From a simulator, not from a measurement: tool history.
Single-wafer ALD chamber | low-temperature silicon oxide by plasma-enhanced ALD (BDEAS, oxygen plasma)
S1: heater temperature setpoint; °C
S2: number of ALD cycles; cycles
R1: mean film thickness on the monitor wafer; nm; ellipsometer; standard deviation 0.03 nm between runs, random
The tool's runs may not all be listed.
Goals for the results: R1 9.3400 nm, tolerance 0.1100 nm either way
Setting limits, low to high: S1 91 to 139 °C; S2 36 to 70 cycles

{"run": 1, "hour": 0.0, "S1": 115, "S2": 53, "R1": 7.5139}
{"run": 2, "hour": 0.7, "S1": 115, "S2": 46, "R1": 6.5003}
{"run": 3, "hour": 1.6, "S1": 115, "S2": 50, "R1": 7.0644}
{"run": 4, "hour": 7.8, "S1": 110, "S2": 50, "R1": 7.1513}
{"run": 5, "hour": 9.5, "S1": 108, "S2": 52, "R1": 7.4561}
{"run": 6, "hour": 12.2, "S1": 118, "S2": 52, "R1": 7.2773}
{"run": 7, "hour": 19.6, "S1": 115, "S2": 54, "R1": 7.6024}
{"run": 8, "hour": 22.9, "S1": 112, "S2": 56, "R1": 7.9469}
{"run": 9, "hour": 27.0, "S1": 100, "S2": 65, "R1": 9.4922}
{"run": 10, "hour": 34.8, "S1": 101, "S2": 65, "R1": 9.4883}
{"run": 11, "hour": 43.2, "S1": 102, "S2": 65, "R1": 9.464}

Which of these 4 next moves meets every target?
{"run": "A", "hour": 51.6, "S1": 93, "S2": 60, "R1": "?"}
{"run": "B", "hour": 51.6, "S1": 96, "S2": 63, "R1": "?"}
{"run": "C", "hour": 51.6, "S1": 104, "S2": 67, "R1": "?"}
{"run": "D", "hour": 51.6, "S1": 103, "S2": 66, "R1": "?"}

move=A R1=8.9800
move=B R1=9.3187
move=C R1=9.6446
move=D R1=9.5199
A: moves the result that the last run missed by most past its target, out the other side
B: all results in spec
C: lands further from the targets than the last run did
D: lands further from the targets than the last run did
B is the move that brings every result within its allowed miss.
